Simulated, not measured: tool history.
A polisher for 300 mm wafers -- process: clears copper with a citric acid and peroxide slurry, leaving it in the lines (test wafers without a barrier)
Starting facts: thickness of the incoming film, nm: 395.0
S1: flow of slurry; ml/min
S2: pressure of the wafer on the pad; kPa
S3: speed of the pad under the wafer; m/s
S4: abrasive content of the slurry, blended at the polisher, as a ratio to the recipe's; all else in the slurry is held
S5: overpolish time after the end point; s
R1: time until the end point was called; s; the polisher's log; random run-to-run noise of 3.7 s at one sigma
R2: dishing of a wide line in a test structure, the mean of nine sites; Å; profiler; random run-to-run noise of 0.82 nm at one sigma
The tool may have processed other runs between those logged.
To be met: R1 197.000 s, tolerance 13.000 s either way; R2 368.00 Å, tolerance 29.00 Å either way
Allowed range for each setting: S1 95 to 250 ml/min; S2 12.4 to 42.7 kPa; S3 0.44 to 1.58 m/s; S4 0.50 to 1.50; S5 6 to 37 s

run 1 day=0.000 | S1=160 S2=27.6 S3=1.00 S4=1.00 S5=19 | R1=101.880 R2=451.25
run 2 day=0.329 | S1=160 S2=33.8 S3=1.00 S4=1.00 S5=19 | R1=86.875 R2=497.74
run 3 day=0.638 | S1=155 S2=26.9 S3=0.90 S4=1.00 S5=21 | R1=118.180 R2=437.29
run 4 day=0.908 | S1=170 S2=26.9 S3=0.90 S4=1.00 S5=21 | R1=120.850 R2=431.78
run 5 day=0.929 | S1=170 S2=22.1 S3=0.88 S4=1.00 S5=22 | R1=145.880 R2=395.97
run 6 day=1.192 | S1=170 S2=19.3 S3=0.88 S4=1.00 S5=23 | R1=166.450 R2=349.77
run 7 day=1.354 | S1=170 S2=18.6 S3=0.86 S4=1.00 S5=25 | R1=173.840 R2=363.35
run 8 day=1.654 | S1=170 S2=17.9 S3=0.86 S4=1.00 S5=26 | R1=185.090 R2=350.25
run 9 day=1.679 | S1=170 S2=17.9 S3=0.86 S4=1.00 S5=27 | R1=180.670 R2=363.06
run 10 day=1.875 | S1=170 S2=15.2 S3=0.84 S4=1.00 S5=30 | R1=218.390 R2=367.85

5 candidate next runs follow, results not yet known. Just one meets every target within its allowed miss. Identify it.
run A day=2.071 | S1=150 S2=17.9 S3=0.56 S4=0.95 S5=36 | R1=? R2=?
run B day=2.071 | S1=180 S2=14.5 S3=0.78 S4=1.00 S5=32 | R1=? R2=?
run C day=2.071 | S1=180 S2=13.1 S3=1.24 S4=1.10 S5=27 | R1=? R2=?
run D day=2.071 | S1=190 S2=13.8 S3=0.78 S4=1.00 S5=37 | R1=? R2=?
run E day=2.071 | S1=230 S2=15.2 S3=0.94 S4=0.90 S5=29 | R1=? R2=?

move=A R1=268.010 R2=339.86
move=B R1=243.290 R2=330.80
move=C R1=177.950 R2=368.85
move=D R1=252.720 R2=360.27
move=E R1=198.110 R2=361.43
A: moves away from the targets compared with the last run
B: moves away from the targets compared with the last run
C: takes the result that was furthest off past its target
D: moves away from the targets compared with the last run
E: every result within its allowed miss
Answer: E
